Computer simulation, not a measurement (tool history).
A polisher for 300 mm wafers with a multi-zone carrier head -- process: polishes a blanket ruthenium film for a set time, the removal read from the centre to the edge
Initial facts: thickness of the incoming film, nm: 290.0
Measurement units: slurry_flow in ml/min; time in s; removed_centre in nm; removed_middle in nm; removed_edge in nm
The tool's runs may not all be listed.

| run | hour | slurry_flow | centre_zone | middle_zone | edge_zone | time | removed_centre | removed_middle | removed_edge |
|---|---|---|---|---|---|---|---|---|---|
| 1 | 0.0 | 230 | 1.00 | 1.00 | 1.00 | 56 | 111.47 | 112.61 | 111.310 |
| 2 | 5.2 | 175 | 1.00 | 1.00 | 1.00 | 56 | 106.97 | 107.77 | 108.510 |
| 3 | 11.3 | 175 | 1.00 | 1.00 | 0.92 | 56 | 106.49 | 105.16 | 102.270 |
| 4 | 14.4 | 175 | 1.00 | 0.93 | 0.92 | 56 | 108.19 | 101.21 | 103.060 |
| 5 | 19.2 | 175 | 1.06 | 0.93 | 0.92 | 56 | 118.95 | 100.25 | 102.630 |
| 6 | 25.8 | 175 | 1.06 | 0.93 | 0.83 | 56 | 115.49 | 101.20 | 98.341 |
| 7 | 31.8 | 190 | 1.05 | 0.93 | 0.88 | 57 | 118.21 | 103.23 | 103.730 |
| 8 | 39.6 | 205 | 1.05 | 0.93 | 0.92 | 58 | 116.54 | 106.11 | 106.550 |
| 9 | 45.0 | 190 | 1.07 | 0.85 | 1.02 | 68 | 143.92 | 116.88 | 132.460 |
| 10 | 46.8 | 190 | 1.06 | 0.85 | 1.01 | 68 | 141.63 | 115.69 | 131.790 |

Estimate the outcome of run 11 from the log above:
| 11 | 55.7 | 190 | 1.05 | 0.85 | 1.00 | 68 | ? | ? | ? |

Run 11 produced removed_centre 137.82 nm, removed_middle 117.83 nm, removed_edge 130.040 nm.
